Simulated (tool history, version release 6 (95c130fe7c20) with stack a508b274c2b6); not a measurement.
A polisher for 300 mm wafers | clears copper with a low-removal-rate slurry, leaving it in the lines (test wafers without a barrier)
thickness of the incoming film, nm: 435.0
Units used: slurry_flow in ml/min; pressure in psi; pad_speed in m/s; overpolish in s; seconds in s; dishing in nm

run  hour  slurry_flow  pressure  pad_speed  slurry_solids  overpolish  seconds  dishing
  1     0          200       2.6       1.36              1           9   108.62   23.022
  2   6.4          240       2.6       1.36              1           9   106.18    22.75
  3   9.9          235       2.7       1.36              1          10   102.73   26.076
  4  11.5          230       2.8       1.36              1          11   98.792   28.962
  5  13.3          230       2.4       1.36              1          11   114.21   24.826
  6  14.5          230       2.4       1.36              1           8   111.99   18.766
  7  21.6          220       2.7       1.34              1          10   102.44   25.598
  8  25.3          220       2.8       1.34              1          11    97.03   28.974
  9    34          220       2.8       1.34              1          11   99.106   28.615

Run 10 comes next. What will it give?
 10  41.5          210         3       1.34              1          15        ?        ?

Run 10 produced seconds 91.705 s, dishing 39.46 nm.
